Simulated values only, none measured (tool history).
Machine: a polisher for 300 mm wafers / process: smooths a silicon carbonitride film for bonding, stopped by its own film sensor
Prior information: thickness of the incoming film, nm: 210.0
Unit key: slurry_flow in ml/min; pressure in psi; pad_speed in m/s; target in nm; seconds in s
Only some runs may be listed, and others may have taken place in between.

run	hour	slurry_flow	pressure	pad_speed	slurry_solids	target	seconds
1	0.0	200	2.3	0.90	1.0	188	92.837
2	1.0	200	2.1	0.90	1.0	188	104.080
3	6.4	200	2.0	0.90	1.0	188	107.520
4	10.9	200	2.0	0.90	1.1	188	103.930
5	17.6	200	1.9	0.90	1.1	188	110.630
6	22.5	200	1.9	0.90	1.1	190	100.820
7	24.5	200	1.7	0.90	1.1	190	110.400
8	33.5	200	1.6	0.90	1.1	190	115.980

Run 9, settings as shown, results not yet in. Your forecast:
9	36.0	200	1.5	0.90	1.1	190	?

{"run 9": {"seconds": 123.28}}
